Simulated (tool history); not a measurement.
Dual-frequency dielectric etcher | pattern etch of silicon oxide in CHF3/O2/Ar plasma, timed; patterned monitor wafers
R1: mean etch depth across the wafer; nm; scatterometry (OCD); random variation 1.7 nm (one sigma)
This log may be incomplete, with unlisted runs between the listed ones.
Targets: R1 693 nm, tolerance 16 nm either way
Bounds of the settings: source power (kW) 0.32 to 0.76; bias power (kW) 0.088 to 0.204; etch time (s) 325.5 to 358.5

{"run": 1, "hour": 0.0, "source power (kW)": 0.54, "bias power (kW)": 0.146, "etch time (s)": 358.5, "R1": 621.41}
{"run": 2, "hour": 1.8, "source power (kW)": 0.54, "bias power (kW)": 0.136, "etch time (s)": 358.5, "R1": 613.03}
{"run": 3, "hour": 5.5, "source power (kW)": 0.54, "bias power (kW)": 0.136, "etch time (s)": 325.5, "R1": 557.39}
{"run": 4, "hour": 7.9, "source power (kW)": 0.56, "bias power (kW)": 0.139, "etch time (s)": 326.5, "R1": 571.14}
{"run": 5, "hour": 11.3, "source power (kW)": 0.57, "bias power (kW)": 0.145, "etch time (s)": 329, "R1": 585.91}
{"run": 6, "hour": 12.4, "source power (kW)": 0.58, "bias power (kW)": 0.15, "etch time (s)": 331.5, "R1": 596.56}
{"run": 7, "hour": 20.6, "source power (kW)": 0.59, "bias power (kW)": 0.155, "etch time (s)": 334, "R1": 613.25}
{"run": 8, "hour": 24.5, "source power (kW)": 0.6, "bias power (kW)": 0.158, "etch time (s)": 335, "R1": 620.26}
{"run": 9, "hour": 25.3, "source power (kW)": 0.61, "bias power (kW)": 0.161, "etch time (s)": 336, "R1": 631.45}
{"run": 10, "hour": 33.9, "source power (kW)": 0.62, "bias power (kW)": 0.163, "etch time (s)": 336.5, "R1": 634.42}
{"run": 11, "hour": 39.4, "source power (kW)": 0.63, "bias power (kW)": 0.165, "etch time (s)": 337.5, "R1": 644.18}

Exercise: of the 4 proposed moves below, exactly one satisfies all targets within the stated allowed misses. Which move is it?
{"run": "A", "hour": 44.9, "source power (kW)": 0.59, "bias power (kW)": 0.149, "etch time (s)": 333.5, "R1": "?"}
{"run": "B", "hour": 44.9, "source power (kW)": 0.76, "bias power (kW)": 0.173, "etch time (s)": 331, "R1": "?"}
{"run": "C", "hour": 44.9, "source power (kW)": 0.66, "bias power (kW)": 0.159, "etch time (s)": 340.5, "R1": "?"}
{"run": "D", "hour": 44.9, "source power (kW)": 0.66, "bias power (kW)": 0.134, "etch time (s)": 349, "R1": "?"}

move=A R1=604.09
move=B R1=695.22
move=C R1=658.59
move=D R1=648.95
A: moves away from the targets compared with the last run
B: every result lands within tolerance
C: moves toward the targets from the last run without getting all of them in spec
D: moves toward the targets from the last run without getting all of them in spec
The move that meets every target is B.
